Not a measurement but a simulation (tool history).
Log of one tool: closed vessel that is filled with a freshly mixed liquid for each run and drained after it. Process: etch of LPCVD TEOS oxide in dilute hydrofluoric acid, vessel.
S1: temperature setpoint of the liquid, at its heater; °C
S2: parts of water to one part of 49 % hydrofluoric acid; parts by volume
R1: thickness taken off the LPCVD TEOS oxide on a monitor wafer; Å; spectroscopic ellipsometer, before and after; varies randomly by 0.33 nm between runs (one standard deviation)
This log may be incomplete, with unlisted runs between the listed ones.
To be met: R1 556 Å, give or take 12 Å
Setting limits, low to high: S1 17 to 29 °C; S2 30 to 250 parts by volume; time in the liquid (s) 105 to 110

run 1 hour=0 | S1=21 S2=140 time_in_the_liquid_(s)=105 | R1=281.4
run 2 hour=6.4 | S1=21 S2=190 time_in_the_liquid_(s)=105 | R1=196.32
run 3 hour=12.2 | S1=22.5 S2=175 time_in_the_liquid_(s)=105 | R1=229.57
run 4 hour=20.4 | S1=22.5 S2=220 time_in_the_liquid_(s)=105 | R1=175.09
run 5 hour=27 | S1=22.5 S2=220 time_in_the_liquid_(s)=110 | R1=182.82
run 6 hour=34.8 | S1=23.5 S2=200 time_in_the_liquid_(s)=110 | R1=211.19
run 7 hour=38.8 | S1=24.5 S2=175 time_in_the_liquid_(s)=110 | R1=256.5
run 8 hour=42.2 | S1=25 S2=155 time_in_the_liquid_(s)=110 | R1=303.97

Below are 4 possible settings for the next run. Only one of them brings all results inside the allowed miss of their targets. Which is it?
run A hour=45.6 | S1=24.5 S2=100 time_in_the_liquid_(s)=110 | R1=?
run B hour=45.6 | S1=24.5 S2=90 time_in_the_liquid_(s)=110 | R1=?
run C hour=45.6 | S1=27.5 S2=90 time_in_the_liquid_(s)=105 | R1=?
run D hour=45.6 | S1=26 S2=100 time_in_the_liquid_(s)=110 | R1=?

move=A R1=498.8
move=B R1=561.21
move=C R1=602.56
move=D R1=528.99
A: gains on the last run, yet a result remains outside its allowed miss
B: every result within its allowed miss
C: the result that was furthest off in the last run now lies on the other side of its target
D: gains on the last run, yet a result remains outside its allowed miss
So the answer is move B, the one that meets all the targets.
